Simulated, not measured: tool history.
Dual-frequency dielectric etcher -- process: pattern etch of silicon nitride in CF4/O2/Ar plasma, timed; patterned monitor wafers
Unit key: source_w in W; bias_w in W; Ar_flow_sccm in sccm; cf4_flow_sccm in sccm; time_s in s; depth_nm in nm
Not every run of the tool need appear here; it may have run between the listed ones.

run  hour  source_w  bias_w  Ar_flow_sccm  cf4_flow_sccm  time_s  depth_nm
  1   0.0       510      61           124             76   151.5    306.93
  2   8.6       470      61           124             76   151.5    280.28
  3   9.7       470      61           109             76   151.5    286.81
  4  16.3       450      61           109             76   151.5    274.30
  5  24.2       450      61            94             76   151.5    281.70
  6  30.5       430      61            94             76   151.5    267.21

Expected results for the next run?
  7  37.0       420      61            94             76   151.5         ?

{"run 7": {"depth_nm": 261.07}}
